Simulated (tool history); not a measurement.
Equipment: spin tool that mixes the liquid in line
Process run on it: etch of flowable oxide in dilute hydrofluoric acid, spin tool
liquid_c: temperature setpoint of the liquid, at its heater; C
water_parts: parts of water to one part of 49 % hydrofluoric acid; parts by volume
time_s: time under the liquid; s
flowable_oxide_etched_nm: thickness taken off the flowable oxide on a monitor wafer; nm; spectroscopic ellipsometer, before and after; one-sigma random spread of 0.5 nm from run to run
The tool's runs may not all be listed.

run	hour	liquid_c	water_parts	time_s	flowable_oxide_etched_nm
1	0	22	205	95	16.494
2	1.2	24.5	205	95	17.959
3	5.3	25.5	170	95	23.734
4	14.1	25.5	240	95	15.571
5	22.2	25.5	280	95	12.713
6	30.7	25.5	305	95	11.556
7	33.8	26.5	250	95	15.203
8	34.4	27	205	95	19.74
9	36.5	27.5	170	95	25.76
10	42.7	28	145	95	31.423
11	48.8	28.5	125	95	37.714
12	53.8	29	110	95	44.965
13	60.6	30	60	95	91.538
14	63.6	28.5	60	95	86.368

Run 15 is up next; what results do you expect?
15	68.8	28.5	65	95	?

{"run 15": {"flowable_oxide_etched_nm": 78.287}}
